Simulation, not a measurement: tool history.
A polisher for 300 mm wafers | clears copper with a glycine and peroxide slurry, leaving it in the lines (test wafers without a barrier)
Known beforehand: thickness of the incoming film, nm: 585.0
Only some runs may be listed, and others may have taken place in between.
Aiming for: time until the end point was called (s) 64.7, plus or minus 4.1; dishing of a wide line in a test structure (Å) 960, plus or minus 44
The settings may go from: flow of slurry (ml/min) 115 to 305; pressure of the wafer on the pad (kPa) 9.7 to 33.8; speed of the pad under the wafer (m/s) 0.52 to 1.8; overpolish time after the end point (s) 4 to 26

run,hour,flow of slurry (ml/min),pressure of the wafer on the pad (kPa),speed of the pad under the wafer (m/s),overpolish time after the end point (s),time until the end point was called (s),dishing of a wide line in a test structure (Å)
1,0,195,21.4,1.16,13,98.446,508.52
2,3.5,195,21.4,1.16,8,101.49,334.76
3,8,195,21.4,0.98,8,107.2,304.93
4,13.5,195,18.6,0.98,8,125,275.8
5,22.5,200,19.3,1.12,10,107.46,364.98
6,27.5,245,19.3,1.12,10,105.11,380.09
7,29.7,240,20.7,1.2,11,97.01,433.59
8,31.4,240,21.4,1.28,12,90.737,493.44
9,40.5,230,27.6,1.42,18,66.545,805.98

Which single option among these 4 for the next run brings every result within its allowed miss of target? Just one does.
A,49.6,250,29,1.64,20,?,?
B,49.6,220,27.6,1.36,15,?,?
C,49.6,270,25.5,1.56,19,?,?
D,49.6,215,26.2,1.64,22,?,?

move,time until the end point was called (s),dishing of a wide line in a test structure (Å)
A,57.286,976.4
B,70.107,731.03
C,66.256,867.77
D,63.932,958.26
A: brings the last run's worst result on target, with another outside its allowed miss
B: moves away from the targets compared with the last run
C: nearer than the last run, and not there yet
D: all results land within tolerance of their targets
D meets every target.
